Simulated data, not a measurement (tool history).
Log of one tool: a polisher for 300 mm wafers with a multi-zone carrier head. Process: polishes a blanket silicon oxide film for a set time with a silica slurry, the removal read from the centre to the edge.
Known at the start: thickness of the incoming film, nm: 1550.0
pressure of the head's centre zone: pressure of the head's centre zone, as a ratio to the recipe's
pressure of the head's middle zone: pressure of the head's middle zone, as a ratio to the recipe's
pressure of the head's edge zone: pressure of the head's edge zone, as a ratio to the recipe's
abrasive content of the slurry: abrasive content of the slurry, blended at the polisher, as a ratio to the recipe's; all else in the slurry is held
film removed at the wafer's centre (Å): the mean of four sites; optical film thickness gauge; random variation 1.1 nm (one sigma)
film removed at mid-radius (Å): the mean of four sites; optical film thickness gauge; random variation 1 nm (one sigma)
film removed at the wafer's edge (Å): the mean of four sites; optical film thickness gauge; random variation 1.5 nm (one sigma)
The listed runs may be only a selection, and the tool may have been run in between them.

run	hour	flow of slurry (ml/min)	pressure of the head's centre zone	pressure of the head's middle zone	pressure of the head's edge zone	abrasive content of the slurry	polishing time (s)	film removed at the wafer's centre (Å)	film removed at mid-radius (Å)	film removed at the wafer's edge (Å)
1	0	220	1	1	1	1	71	2530	2394.2	2381.3
2	4.8	210	0.97	0.96	0.98	0.85	64	2070.3	1922.3	1970.8
3	10.3	200	0.93	0.93	0.96	0.75	59	1707.6	1613.7	1692.8
4	15.6	200	0.93	0.93	0.96	0.75	73	2140.8	2003.3	2070.6
5	23.2	190	0.9	0.91	0.94	0.7	67	1817.3	1720.1	1772.5
# hour 28.5: centre zone pressure recalibrated
6	28.5	180	0.88	0.89	0.94	0.65	63	1430.8	1533.1	1634.7

Forecast run 7:
7	33.4	190	0.89	0.87	0.92	0.6	59	?	?	?

{"run 7": {"film removed at the wafer's centre (Å)": 1314.2, "film removed at mid-radius (Å)": 1383.9, "film removed at the wafer's edge (Å)": 1467.8}}
